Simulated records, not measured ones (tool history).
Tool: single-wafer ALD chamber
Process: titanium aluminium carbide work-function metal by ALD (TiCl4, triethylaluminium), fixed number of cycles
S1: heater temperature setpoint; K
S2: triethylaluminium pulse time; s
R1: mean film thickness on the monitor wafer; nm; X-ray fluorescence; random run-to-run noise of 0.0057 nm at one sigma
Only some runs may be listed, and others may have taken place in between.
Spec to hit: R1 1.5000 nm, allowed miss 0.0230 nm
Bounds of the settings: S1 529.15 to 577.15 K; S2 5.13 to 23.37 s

{"run": 1, "hour": 0.0, "S1": 553.15, "S2": 14.25, "R1": 1.6081}
{"run": 2, "hour": 6.7, "S1": 564.15, "S2": 14.25, "R1": 1.7052}
{"run": 3, "hour": 15.4, "S1": 558.15, "S2": 13.78, "R1": 1.6675}
{"run": 4, "hour": 17.5, "S1": 551.15, "S2": 13.78, "R1": 1.5967}
{"run": 5, "hour": 22.6, "S1": 548.15, "S2": 13.68, "R1": 1.5871}
{"run": 6, "hour": 23.5, "S1": 554.15, "S2": 13.68, "R1": 1.6297}
{"run": 7, "hour": 24.5, "S1": 550.15, "S2": 13.78, "R1": 1.5952}
{"run": 8, "hour": 30.2, "S1": 547.15, "S2": 13.74, "R1": 1.5728}
{"run": 9, "hour": 38.3, "S1": 544.15, "S2": 13.69, "R1": 1.5533}
{"run": 10, "hour": 45.4, "S1": 542.15, "S2": 13.63, "R1": 1.5308}
{"run": 11, "hour": 47.6, "S1": 541.15, "S2": 13.59, "R1": 1.5294}

Of the 5 settings listed for the next run, only one would bring every result within its allowed miss of target. Which one?
{"run": "A", "hour": 49.8, "S1": 548.15, "S2": 12.83, "R1": "?"}
{"run": "B", "hour": 49.8, "S1": 541.15, "S2": 11.57, "R1": "?"}
{"run": "C", "hour": 49.8, "S1": 546.15, "S2": 13.57, "R1": "?"}
{"run": "D", "hour": 49.8, "S1": 546.15, "S2": 14.4, "R1": "?"}
{"run": "E", "hour": 49.8, "S1": 544.15, "S2": 15.2, "R1": "?"}

move=A R1=1.5580
move=B R1=1.4858
move=C R1=1.5511
move=D R1=1.5569
move=E R1=1.5458
A: the biggest miss grows against the last run
B: all results land within tolerance of their targets
C: the biggest miss grows against the last run
D: the biggest miss grows against the last run
E: the biggest miss grows against the last run
B is the move that brings every result within its allowed miss.
